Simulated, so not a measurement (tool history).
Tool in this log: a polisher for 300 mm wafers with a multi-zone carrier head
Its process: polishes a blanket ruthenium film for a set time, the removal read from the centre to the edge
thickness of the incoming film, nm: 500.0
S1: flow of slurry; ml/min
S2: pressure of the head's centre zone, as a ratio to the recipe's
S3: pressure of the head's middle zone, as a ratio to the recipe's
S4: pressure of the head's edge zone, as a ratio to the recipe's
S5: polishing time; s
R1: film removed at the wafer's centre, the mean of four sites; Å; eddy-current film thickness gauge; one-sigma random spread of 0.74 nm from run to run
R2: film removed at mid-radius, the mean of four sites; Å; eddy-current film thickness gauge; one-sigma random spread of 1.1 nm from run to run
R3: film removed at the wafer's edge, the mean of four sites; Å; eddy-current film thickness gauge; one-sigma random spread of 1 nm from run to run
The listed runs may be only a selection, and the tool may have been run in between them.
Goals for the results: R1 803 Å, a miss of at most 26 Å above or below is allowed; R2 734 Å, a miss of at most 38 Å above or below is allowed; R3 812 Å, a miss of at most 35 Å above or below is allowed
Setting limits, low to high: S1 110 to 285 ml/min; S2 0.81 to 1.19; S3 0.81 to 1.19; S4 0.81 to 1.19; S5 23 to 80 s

run	day	S1	S2	S3	S4	S5	R1	R2	R3
1	0	180	1	1	1	51	517.99	525.98	533.18
2	0.15	180	1.03	1	1	51	542.35	525.76	519.62
3	0.45	190	1.03	0.98	1.04	57	601.47	584.23	604.33
4	0.617	195	1.05	0.97	1.07	61	664.7	638.34	646.31
5	0.817	195	1.05	1.02	1.07	61	666.32	668.7	659.24
6	0.858	195	0.97	1.02	1.07	61	610.73	666.98	666.97
7	0.996	200	1	0.98	1.1	64	666.88	673.02	708.81
8	1.217	210	1.02	0.97	1.12	66	702.33	696.4	736.93

Which one of the following 4 next-run settings gets every result inside its allowed miss? There is exactly one.
A	1.438	205	1.18	1.05	1.05	66	?	?	?
B	1.438	250	0.91	1	1.15	57	?	?	?
C	1.438	200	1.07	0.84	1.16	73	?	?	?
D	1.438	270	1.07	0.96	1.19	69	?	?	?

move	R1	R2	R3
A	811.3	732.55	714.1
B	555.43	624.33	656.87
C	808.55	670.17	827.44
D	799.19	736.11	814.22
A: the furthest-off result lands on target, but another misses its tolerance
B: further off than the last run
C: the furthest-off result lands on target, but another misses its tolerance
D: every result within its allowed miss
The right move is D.

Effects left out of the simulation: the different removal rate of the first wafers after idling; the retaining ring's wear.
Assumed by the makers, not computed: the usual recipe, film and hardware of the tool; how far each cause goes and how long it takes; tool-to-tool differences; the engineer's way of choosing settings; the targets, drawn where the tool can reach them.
